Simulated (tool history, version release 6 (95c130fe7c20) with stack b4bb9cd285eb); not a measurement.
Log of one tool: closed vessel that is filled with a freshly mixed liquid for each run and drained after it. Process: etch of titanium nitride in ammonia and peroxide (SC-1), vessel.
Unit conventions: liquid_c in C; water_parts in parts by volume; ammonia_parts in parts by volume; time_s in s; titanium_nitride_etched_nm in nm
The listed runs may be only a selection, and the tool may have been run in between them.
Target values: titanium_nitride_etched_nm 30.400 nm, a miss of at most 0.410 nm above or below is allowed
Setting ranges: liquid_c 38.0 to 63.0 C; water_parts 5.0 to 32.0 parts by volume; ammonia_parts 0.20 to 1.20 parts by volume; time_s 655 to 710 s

| run | hour | liquid_c | water_parts | ammonia_parts | time_s | titanium_nitride_etched_nm |
|---|---|---|---|---|---|---|
| 1 | 0.0 | 47.0 | 17.5 | 0.90 | 655 | 16.936 |
| 2 | 5.4 | 49.5 | 17.5 | 0.90 | 655 | 20.079 |
| 3 | 14.5 | 49.5 | 17.5 | 0.60 | 655 | 18.672 |
| 4 | 22.1 | 51.5 | 17.5 | 0.60 | 655 | 21.486 |
| 5 | 25.9 | 53.0 | 17.5 | 0.60 | 655 | 23.835 |
| 6 | 29.9 | 49.0 | 17.5 | 0.60 | 655 | 18.037 |
| 7 | 36.2 | 51.5 | 17.5 | 0.60 | 655 | 21.484 |
| 8 | 38.9 | 53.0 | 17.5 | 0.60 | 655 | 23.927 |
| 9 | 40.4 | 54.0 | 17.5 | 0.60 | 655 | 25.393 |
| 10 | 47.1 | 55.0 | 17.5 | 0.60 | 655 | 27.429 |
| 11 | 51.6 | 55.5 | 17.5 | 0.60 | 655 | 28.194 |
| 12 | 55.3 | 56.0 | 17.5 | 0.60 | 655 | 29.220 |

Exactly one of the 4 candidate moves below puts every result within its allowed miss. Which one?
| A | 59.0 | 56.5 | 17.0 | 0.50 | 675 | ? |
| B | 59.0 | 58.0 | 17.0 | 0.40 | 655 | ? |
| C | 59.0 | 57.5 | 19.0 | 0.70 | 655 | ? |
| D | 59.0 | 56.5 | 17.0 | 0.45 | 705 | ? |

| move | titanium_nitride_etched_nm |
|---|---|
| A | 30.544 |
| B | 31.448 |
| C | 31.694 |
| D | 31.287 |
A: every result lands within tolerance
B: takes the result that was furthest off past its target
C: takes the result that was furthest off past its target
D: takes the result that was furthest off past its target
A is the move that brings every result within its allowed miss.

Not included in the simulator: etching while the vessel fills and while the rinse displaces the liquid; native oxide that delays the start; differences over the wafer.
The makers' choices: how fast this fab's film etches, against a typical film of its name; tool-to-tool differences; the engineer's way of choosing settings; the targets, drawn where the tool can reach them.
